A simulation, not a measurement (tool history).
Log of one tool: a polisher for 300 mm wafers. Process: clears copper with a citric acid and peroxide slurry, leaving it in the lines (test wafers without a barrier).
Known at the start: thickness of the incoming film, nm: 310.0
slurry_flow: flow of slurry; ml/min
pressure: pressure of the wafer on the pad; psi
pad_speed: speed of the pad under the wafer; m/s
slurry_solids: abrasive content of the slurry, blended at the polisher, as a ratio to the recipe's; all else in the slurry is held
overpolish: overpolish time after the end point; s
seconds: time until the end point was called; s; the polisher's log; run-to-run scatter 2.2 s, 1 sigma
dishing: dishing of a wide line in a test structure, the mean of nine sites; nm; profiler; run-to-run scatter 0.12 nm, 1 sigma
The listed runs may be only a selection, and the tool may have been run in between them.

{"run": 1, "hour": 0.0, "slurry_flow": 235, "pressure": 3.4, "pad_speed": 0.96, "slurry_solids": 1, "overpolish": 9, "seconds": 157.54, "dishing": 11.715}
{"run": 2, "hour": 9.0, "slurry_flow": 235, "pressure": 3.4, "pad_speed": 0.96, "slurry_solids": 1.1, "overpolish": 9, "seconds": 151.67, "dishing": 12.435}
{"run": 3, "hour": 17.1, "slurry_flow": 235, "pressure": 3, "pad_speed": 0.96, "slurry_solids": 1.1, "overpolish": 9, "seconds": 169.22, "dishing": 11.197}
{"run": 4, "hour": 18.8, "slurry_flow": 235, "pressure": 2.9, "pad_speed": 0.96, "slurry_solids": 1.05, "overpolish": 8, "seconds": 172.95, "dishing": 9.3928}
{"run": 5, "hour": 21.2, "slurry_flow": 235, "pressure": 2.1, "pad_speed": 0.96, "slurry_solids": 1.05, "overpolish": 8, "seconds": 223.17, "dishing": 7.5342}
{"run": 6, "hour": 21.9, "slurry_flow": 235, "pressure": 1.6, "pad_speed": 0.96, "slurry_solids": 1.05, "overpolish": 8, "seconds": 262.93, "dishing": 6.2078}
{"run": 7, "hour": 28.1, "slurry_flow": 235, "pressure": 1.8, "pad_speed": 0.96, "slurry_solids": 1.05, "overpolish": 8, "seconds": 243.93, "dishing": 6.6608}
{"run": 8, "hour": 32.1, "slurry_flow": 235, "pressure": 1.9, "pad_speed": 0.96, "slurry_solids": 1.05, "overpolish": 8, "seconds": 235.39, "dishing": 7.1555}

The next listed run, before its measurement:
{"run": 9, "hour": 39.0, "slurry_flow": 235, "pressure": 2, "pad_speed": 0.96, "slurry_solids": 1.05, "overpolish": 8, "seconds": "?", "dishing": "?"}

seconds: 233.66 s
dishing: 7.2534 nm

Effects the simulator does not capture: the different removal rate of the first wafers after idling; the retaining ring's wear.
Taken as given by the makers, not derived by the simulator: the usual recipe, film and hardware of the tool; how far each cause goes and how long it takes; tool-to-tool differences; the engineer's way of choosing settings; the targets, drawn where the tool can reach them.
